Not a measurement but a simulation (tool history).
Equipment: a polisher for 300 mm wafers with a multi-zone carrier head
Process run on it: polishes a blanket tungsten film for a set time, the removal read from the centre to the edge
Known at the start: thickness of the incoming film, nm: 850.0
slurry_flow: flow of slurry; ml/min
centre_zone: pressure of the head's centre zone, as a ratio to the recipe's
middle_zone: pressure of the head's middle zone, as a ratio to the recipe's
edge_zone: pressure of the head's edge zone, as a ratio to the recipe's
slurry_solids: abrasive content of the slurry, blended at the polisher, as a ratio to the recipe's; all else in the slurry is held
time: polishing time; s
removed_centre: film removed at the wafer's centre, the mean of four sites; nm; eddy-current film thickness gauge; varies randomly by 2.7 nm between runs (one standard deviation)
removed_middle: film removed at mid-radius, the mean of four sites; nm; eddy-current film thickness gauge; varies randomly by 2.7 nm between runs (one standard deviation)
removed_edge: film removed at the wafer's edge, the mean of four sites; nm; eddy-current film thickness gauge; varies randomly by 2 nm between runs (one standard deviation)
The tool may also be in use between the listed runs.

run	hour	slurry_flow	centre_zone	middle_zone	edge_zone	slurry_solids	time	removed_centre	removed_middle	removed_edge
1	0	315	1	1	1	1	76	342.89	337.61	337.15
2	7.1	320	1.04	1.02	0.95	0.85	72	325.44	308.05	299.92
3	11.4	320	1.04	1.02	1.02	0.85	72	322.28	310.35	306.15
4	14.2	325	1.07	1.05	0.97	0.75	69	306.8	291.61	279.06
5	19.4	325	1.07	1.05	0.97	0.75	56	249.94	235.43	225.29
6	21.3	335	1.11	1.09	0.97	0.8	56	267.65	250.58	229.76
7	22.3	345	1.13	1.11	0.98	0.8	56	270.83	260.94	231.75
8	30.3	355	1.15	1.11	0.98	0.8	56	274.86	252.56	232.72

For run 9, what comes out?
9	33.1	355	1.16	1.13	0.97	0.85	56	?	?	?

{"run 9": {"removed_centre": 285.62, "removed_middle": 267.84, "removed_edge": 233.73}}
